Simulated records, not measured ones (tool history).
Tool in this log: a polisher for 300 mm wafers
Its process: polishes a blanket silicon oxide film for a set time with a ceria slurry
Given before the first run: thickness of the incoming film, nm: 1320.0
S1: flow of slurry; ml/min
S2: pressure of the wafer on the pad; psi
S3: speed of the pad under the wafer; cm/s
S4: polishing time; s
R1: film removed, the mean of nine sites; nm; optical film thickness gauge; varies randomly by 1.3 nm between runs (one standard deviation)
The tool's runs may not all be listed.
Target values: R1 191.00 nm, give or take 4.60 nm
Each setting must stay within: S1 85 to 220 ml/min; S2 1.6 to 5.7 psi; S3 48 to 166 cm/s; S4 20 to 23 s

run	hour	S1	S2	S3	S4	R1
1	0.0	140	3.6	106	23	130.18
2	4.4	140	4.3	106	23	157.65
3	8.4	105	4.3	106	23	147.15
4	12.9	125	4.4	106	23	156.24
5	18.4	125	4.4	106	20	135.86
6	21.7	125	4.4	128	20	160.66
7	23.6	140	4.5	128	20	168.55
8	24.5	155	4.5	128	20	172.26
9	25.3	165	4.6	128	20	176.37
10	27.3	170	4.7	128	20	180.79
11	30.2	170	4.7	128	20	180.02
12	32.3	170	4.8	128	20	183.53

Of the 4 settings listed for the next run, only one would bring every result within its allowed miss of target. Which one?
A	34.4	170	4.5	128	20	?
B	34.4	180	3.7	146	22	?
C	34.4	120	4.3	120	23	?
D	34.4	195	4.5	138	20	?

move	R1
A	174.28
B	179.61
C	169.67
D	190.08
A: further off than the last run
B: further off than the last run
C: further off than the last run
D: all results land within tolerance of their targets
The move that meets every target is D.

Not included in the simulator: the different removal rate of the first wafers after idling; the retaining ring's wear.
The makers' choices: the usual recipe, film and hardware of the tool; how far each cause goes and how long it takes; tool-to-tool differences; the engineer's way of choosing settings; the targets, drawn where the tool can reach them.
